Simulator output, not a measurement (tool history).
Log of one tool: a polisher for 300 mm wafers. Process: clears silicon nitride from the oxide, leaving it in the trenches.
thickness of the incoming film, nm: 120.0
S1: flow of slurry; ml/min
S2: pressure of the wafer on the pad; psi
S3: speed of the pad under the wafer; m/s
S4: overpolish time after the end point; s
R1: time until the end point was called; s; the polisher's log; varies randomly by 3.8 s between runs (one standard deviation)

{"run": 1, "hour": 0.0, "S1": 155, "S2": 2.1, "S3": 1.14, "S4": 8, "R1": 151.36}
{"run": 2, "hour": 7.3, "S1": 175, "S2": 2.1, "S3": 1.14, "S4": 8, "R1": 145.65}
{"run": 3, "hour": 15.6, "S1": 175, "S2": 2.1, "S3": 1.14, "S4": 8, "R1": 146.32}
{"run": 4, "hour": 24.6, "S1": 175, "S2": 2.0, "S3": 1.14, "S4": 8, "R1": 154.07}
{"run": 5, "hour": 26.3, "S1": 175, "S2": 2.0, "S3": 1.36, "S4": 8, "R1": 131.42}
{"run": 6, "hour": 29.3, "S1": 195, "S2": 2.0, "S3": 1.36, "S4": 8, "R1": 127.74}
{"run": 7, "hour": 35.9, "S1": 195, "S2": 1.9, "S3": 1.36, "S4": 8, "R1": 130.85}
{"run": 8, "hour": 38.6, "S1": 195, "S2": 1.8, "S3": 1.34, "S4": 8, "R1": 140.86}
{"run": 9, "hour": 40.3, "S1": 195, "S2": 1.7, "S3": 1.34, "S4": 8, "R1": 146.91}
{"run": 10, "hour": 42.3, "S1": 195, "S2": 1.6, "S3": 1.32, "S4": 8, "R1": 150.15}

The next listed run, before its measurement:
{"run": 11, "hour": 43.8, "S1": 185, "S2": 1.0, "S3": 1.08, "S4": 8, "R1": "?"}

{"run 11": {"R1": 248.68}}
